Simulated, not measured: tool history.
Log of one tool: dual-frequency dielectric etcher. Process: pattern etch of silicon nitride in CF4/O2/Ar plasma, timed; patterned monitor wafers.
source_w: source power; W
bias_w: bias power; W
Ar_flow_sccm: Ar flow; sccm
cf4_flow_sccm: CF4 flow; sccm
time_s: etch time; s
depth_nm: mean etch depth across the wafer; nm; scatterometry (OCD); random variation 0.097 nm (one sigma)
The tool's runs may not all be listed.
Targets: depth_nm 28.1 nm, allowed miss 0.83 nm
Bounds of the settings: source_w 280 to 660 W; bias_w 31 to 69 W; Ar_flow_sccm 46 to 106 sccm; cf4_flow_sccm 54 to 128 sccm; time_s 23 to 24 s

run  hour  source_w  bias_w  Ar_flow_sccm  cf4_flow_sccm  time_s  depth_nm
  1     0       470      50            76             91      23    42.454
  2   0.8       470      50            76             75      23    41.682
  3   6.3       440      50            76             75      23        39
  4   8.2       440      58            76             75      23    41.033
  5  10.6       490      58            76             75      23    45.557
  6  16.7       430      56            77             73      23    39.404
  7  25.2       390      55            78             72      23      35.4
  8  28.1       360      55            78             72      23    32.594
  9  36.8       340      55            78             72      23    30.954
 10  45.4       290      54            78             72      23    25.811
 11  53.6       300      54            78             72      23    26.835

Which of these 5 next moves meets every target?
  A  61.8       310      51            84             71      24         ?
  B  61.8       290      56            72             67      23         ?
  C  61.8       290      55            83             71    23.5         ?
  D  61.8       280      64            89             79      23         ?
  E  61.8       290      56            71             77      23         ?

move  depth_nm
   A    28.264
   B    26.351
   C    26.488
   D    26.417
   E    26.691
A: meets every target
B: further off than the last run
C: further off than the last run
D: further off than the last run
E: further off than the last run
The right move is A.
